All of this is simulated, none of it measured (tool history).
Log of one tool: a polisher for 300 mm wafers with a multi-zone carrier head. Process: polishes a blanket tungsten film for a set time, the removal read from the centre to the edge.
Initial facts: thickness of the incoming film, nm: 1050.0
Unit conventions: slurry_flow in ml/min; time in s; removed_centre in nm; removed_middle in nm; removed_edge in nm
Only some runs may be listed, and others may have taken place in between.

run 1 hour=0 | slurry_flow=130 centre_zone=1 middle_zone=1 edge_zone=1 slurry_solids=1 time=44 | removed_centre=247.51 removed_middle=239.53 removed_edge=243.47
run 2 hour=7.4 | slurry_flow=130 centre_zone=0.94 middle_zone=1 edge_zone=1 slurry_solids=1 time=44 | removed_centre=235.09 removed_middle=239.67 removed_edge=247.4
run 3 hour=14 | slurry_flow=130 centre_zone=1.03 middle_zone=1 edge_zone=1 slurry_solids=1 time=44 | removed_centre=257.39 removed_middle=241.44 removed_edge=242.89
run 4 hour=17 | slurry_flow=140 centre_zone=1.03 middle_zone=1.03 edge_zone=1.04 slurry_solids=1.1 time=44 | removed_centre=265.46 removed_middle=255.11 removed_edge=257.23
run 5 hour=25.9 | slurry_flow=150 centre_zone=1.04 middle_zone=1.06 edge_zone=1.07 slurry_solids=1.15 time=44 | removed_centre=270.78 removed_middle=265.94 removed_edge=265.62
run 6 hour=26.5 | slurry_flow=150 centre_zone=1.01 middle_zone=1.06 edge_zone=1.07 slurry_solids=1.15 time=44 | removed_centre=263.76 removed_middle=264.62 removed_edge=265.69
run 7 hour=28.1 | slurry_flow=160 centre_zone=1.03 middle_zone=1.08 edge_zone=1.09 slurry_solids=1.25 time=44 | removed_centre=278.08 removed_middle=277.62 removed_edge=273.73
run 8 hour=29.3 | slurry_flow=165 centre_zone=1.04 middle_zone=1.1 edge_zone=1.11 slurry_solids=1.3 time=44 | removed_centre=284.79 removed_middle=285.41 removed_edge=281.71
run 9 hour=32.9 | slurry_flow=170 centre_zone=1.05 middle_zone=1.12 edge_zone=1.13 slurry_solids=1.35 time=44 | removed_centre=293.43 removed_middle=296.09 removed_edge=286.79
run 10 hour=37.7 | slurry_flow=175 centre_zone=1.05 middle_zone=1.13 edge_zone=1.14 slurry_solids=1.4 time=44 | removed_centre=297.24 removed_middle=302.51 removed_edge=291.29
run 11 hour=39.9 | slurry_flow=180 centre_zone=1.05 middle_zone=1.13 edge_zone=1.15 slurry_solids=1.4 time=44 | removed_centre=299 removed_middle=300.77 removed_edge=291.76

Run 12 comes next. What will it give?
run 12 hour=47.7 | slurry_flow=180 centre_zone=1.05 middle_zone=1.14 edge_zone=1.16 slurry_solids=1.45 time=44 | removed_centre=? removed_middle=? removed_edge=?

{"run 12": {"removed_centre": 295.67, "removed_middle": 305.16, "removed_edge": 296.92}}
